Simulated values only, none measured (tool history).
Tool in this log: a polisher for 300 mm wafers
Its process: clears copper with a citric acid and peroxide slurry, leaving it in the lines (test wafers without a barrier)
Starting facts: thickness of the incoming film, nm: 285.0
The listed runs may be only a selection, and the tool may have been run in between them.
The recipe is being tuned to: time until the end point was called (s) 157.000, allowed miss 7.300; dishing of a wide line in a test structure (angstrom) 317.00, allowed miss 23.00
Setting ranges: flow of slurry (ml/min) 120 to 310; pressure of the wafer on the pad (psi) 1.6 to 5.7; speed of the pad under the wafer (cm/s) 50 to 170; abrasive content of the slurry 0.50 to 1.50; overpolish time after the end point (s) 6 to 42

run  hour  flow of slurry (ml/min)  pressure of the wafer on the pad (psi)  speed of the pad under the wafer (cm/s)  abrasive content of the slurry  overpolish time after the end point (s)  time until the end point was called (s)  dishing of a wide line in a test structure (angstrom)
  1   0.0                      200                                     3.6                                      110                            1.00                                       21                                   86.926                                                 502.87
  2   4.2                      200                                     3.4                                      110                            1.00                                       21                                   93.529                                                 486.50
  3   5.1                      200                                     3.4                                      110                            1.15                                       21                                   91.661                                                 477.91
  4   6.5                      230                                     3.4                                      110                            1.15                                       21                                   86.628                                                 491.30
  5  10.5                      230                                     3.4                                      134                            1.15                                       21                                   76.524                                                 593.21
  6  18.0                      230                                     3.8                                      134                            1.15                                       21                                   70.046                                                 640.75
  7  21.6                      225                                     3.6                                      130                            1.15                                       21                                   72.476                                                 622.40
  8  24.5                      225                                     2.6                                      100                            1.05                                       21                                  119.650                                                 400.31
  9  30.5                      225                                     2.5                                      100                            1.05                                       21                                  124.730                                                 374.05
 10  32.8                      225                                     2.4                                      100                            1.05                                       21                                  128.900                                                 362.08
 11  34.6                      220                                     2.3                                      100                            1.05                                       21                                  129.230                                                 352.47
 12  35.8                      220                                     1.6                                       96                            1.05                                       23                                  177.280                                                 299.88

Which of these 4 next moves meets every target?
  A  37.0                      230                                     2.0                                       92                            0.95                                       19                                        ?                                                      ?
  B  37.0                      170                                     1.8                                       76                            0.95                                       29                                        ?                                                      ?
  C  37.0                      210                                     1.6                                       84                            1.00                                       25                                        ?                                                      ?
  D  37.0                      200                                     2.0                                      102                            0.80                                       22                                        ?                                                      ?

move  time until the end point was called (s)  dishing of a wide line in a test structure (angstrom)
   A                                  159.630                                                 278.22
   B                                  207.700                                                 320.37
   C                                  200.190                                                 288.88
   D                                  155.080                                                 325.71
A: puts the biggest miss on target and leaves a different result outside tolerance
B: its largest miss is bigger than the last run's
C: its largest miss is bigger than the last run's
D: all results in spec
So the answer is move D, the one that meets all the targets.
